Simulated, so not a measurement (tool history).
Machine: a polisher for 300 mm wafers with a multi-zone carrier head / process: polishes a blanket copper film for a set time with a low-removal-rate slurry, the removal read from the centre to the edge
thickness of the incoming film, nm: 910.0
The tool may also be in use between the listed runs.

| run | hour | flow of slurry (ml/min) | pressure of the head's centre zone | pressure of the head's middle zone | pressure of the head's edge zone | abrasive content of the slurry | polishing time (s) | film removed at the wafer's centre (Å) | film removed at mid-radius (Å) | film removed at the wafer's edge (Å) |
|---|---|---|---|---|---|---|---|---|---|---|
| 1 | 0.0 | 160 | 1.00 | 1.00 | 1.00 | 1.00 | 79 | 2484.7 | 2249.5 | 2316.3 |
| 2 | 6.1 | 160 | 1.08 | 1.00 | 1.00 | 1.00 | 79 | 2658.5 | 2276.3 | 2250.1 |
| 3 | 7.2 | 160 | 1.08 | 1.05 | 1.00 | 1.00 | 79 | 2636.3 | 2393.9 | 2260.7 |
| 4 | 15.0 | 150 | 1.02 | 1.02 | 0.99 | 0.90 | 78 | 2412.9 | 2222.6 | 2237.9 |
| 5 | 18.7 | 190 | 1.02 | 1.02 | 0.99 | 0.90 | 78 | 2515.4 | 2289.3 | 2268.1 |
| 6 | 27.6 | 205 | 1.02 | 1.02 | 0.99 | 0.90 | 78 | 2566.3 | 2305.2 | 2263.3 |
| 7 | 33.5 | 195 | 0.98 | 0.99 | 0.97 | 0.80 | 77 | 2341.2 | 2178.7 | 2214.8 |
| 8 | 35.9 | 185 | 0.96 | 0.96 | 0.96 | 0.75 | 76 | 2273.0 | 2019.0 | 2111.4 |

For run 9, what comes out?
| 9 | 38.6 | 175 | 0.93 | 0.95 | 0.96 | 0.70 | 76 | ? | ? | ? |

{"run 9": {"film removed at the wafer's centre (Å)": 2173.7, "film removed at mid-radius (Å)": 2041.4, "film removed at the wafer's edge (Å)": 2062.4}}
